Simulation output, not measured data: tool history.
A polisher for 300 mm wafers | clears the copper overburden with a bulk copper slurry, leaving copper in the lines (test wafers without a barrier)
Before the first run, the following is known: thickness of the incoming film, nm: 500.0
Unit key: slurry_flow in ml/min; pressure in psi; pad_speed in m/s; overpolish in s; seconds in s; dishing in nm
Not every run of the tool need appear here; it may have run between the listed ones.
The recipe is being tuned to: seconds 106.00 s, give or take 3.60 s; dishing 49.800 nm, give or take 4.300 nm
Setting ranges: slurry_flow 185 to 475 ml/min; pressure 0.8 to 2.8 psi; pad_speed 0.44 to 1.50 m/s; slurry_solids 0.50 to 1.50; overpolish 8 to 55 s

run    day  slurry_flow  pressure  pad_speed  slurry_solids  overpolish  seconds  dishing
  1  0.000          305       1.8       0.96           1.00          28   111.74   67.712
  2  0.275          305       1.8       0.96           1.00          25   112.07   64.410
  3  0.596          305       1.8       0.96           1.00          22   113.77   59.273
  4  0.671          305       1.8       0.96           1.00          20   112.85   53.390
  5  0.996          305       1.5       0.96           1.00          20   135.95   46.111
  6  1.121          305       1.3       0.96           1.00          20   156.62   42.685
  7  1.242          305       1.4       0.96           1.00          19   142.82   43.007
  8  1.321          305       1.5       0.96           1.00          18   134.61   42.992
  9  1.692          305       1.6       0.96           1.00          18   128.79   44.729
 10  1.917          305       1.7       0.96           1.00          18   120.15   49.106
 11  2.046          305       1.7       0.96           1.00          17   119.23   45.512
 12  2.358          305       1.8       0.96           1.00          17   112.71   48.753

Which one of the following 4 next-run settings gets every result inside its allowed miss? There is exactly one.
  A  2.671          185       1.8       1.18           0.80          16        ?        ?
  B  2.671          265       1.7       0.96           0.95          18        ?        ?
  C  2.671          330       1.7       0.92           0.95          18        ?        ?
  D  2.671          365       1.7       1.08           0.70          17        ?        ?

move  seconds  dishing
   A   105.85   49.166
   B   123.58   47.497
   C   125.99   46.797
   D   117.08   47.380
A: all results land within tolerance of their targets
B: moves away from the targets compared with the last run
C: moves away from the targets compared with the last run
D: moves away from the targets compared with the last run
The right move is A.
